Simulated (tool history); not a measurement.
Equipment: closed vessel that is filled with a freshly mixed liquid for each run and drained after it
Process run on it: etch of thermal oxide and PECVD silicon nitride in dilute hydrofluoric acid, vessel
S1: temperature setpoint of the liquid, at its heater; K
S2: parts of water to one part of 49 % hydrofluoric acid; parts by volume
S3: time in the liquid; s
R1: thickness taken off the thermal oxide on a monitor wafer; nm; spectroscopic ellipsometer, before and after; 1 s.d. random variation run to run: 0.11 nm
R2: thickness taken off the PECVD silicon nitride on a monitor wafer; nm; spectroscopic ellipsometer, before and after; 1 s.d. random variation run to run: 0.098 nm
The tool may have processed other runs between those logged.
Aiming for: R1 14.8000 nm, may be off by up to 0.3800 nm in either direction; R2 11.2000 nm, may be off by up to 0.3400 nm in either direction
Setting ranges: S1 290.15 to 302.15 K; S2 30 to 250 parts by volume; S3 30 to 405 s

run,hour,S1,S2,S3,R1,R2
1,0.0,294.15,140,205,7.2721,6.6987
2,7.7,292.65,140,205,6.7947,6.0467
3,8.7,290.15,140,205,6.1299,5.1203
4,15.4,290.15,140,205,6.1648,5.0690
5,23.7,290.15,90,205,10.1230,7.7253
6,30.2,290.15,90,205,10.0550,7.6023
7,31.1,290.65,85,205,10.9480,8.5255
8,37.0,290.65,80,205,11.6360,8.9863
9,45.3,290.65,75,205,12.4570,9.6122
10,47.4,290.65,65,200,14.0840,10.6730
11,50.1,291.15,60,195,15.4190,11.6850
12,52.9,290.65,65,200,14.1100,10.7030
13,57.0,290.65,60,200,15.4320,11.5550
14,62.6,290.65,65,200,14.2550,10.7090
# hour 66.6: hydrofluoric acid flow meter replaced
15,66.6,291.15,65,200,13.2650,10.3080
16,69.2,291.15,65,200,13.2620,10.1400
17,77.7,291.15,60,200,14.2560,11.2460
18,79.6,290.65,55,200,15.4780,11.6320
19,82.0,290.65,60,200,14.1140,10.7060
20,88.2,290.65,55,200,15.5940,11.6060

Exactly one of the 4 candidate moves below puts every result within its allowed miss. Which one?
A,94.4,290.15,65,235,?,?
B,94.4,290.65,30,115,?,?
C,94.4,294.65,85,245,?,?
D,94.4,290.15,40,160,?,?

move,R1,R2
A,14.8840,11.2550
B,16.7720,12.0470
C,14.0130,12.3340
D,16.9310,12.2600
A: in spec on every target
B: moves away from the targets compared with the last run
C: takes the biggest miss from the last run beyond its target
D: moves away from the targets compared with the last run
The right move is A.
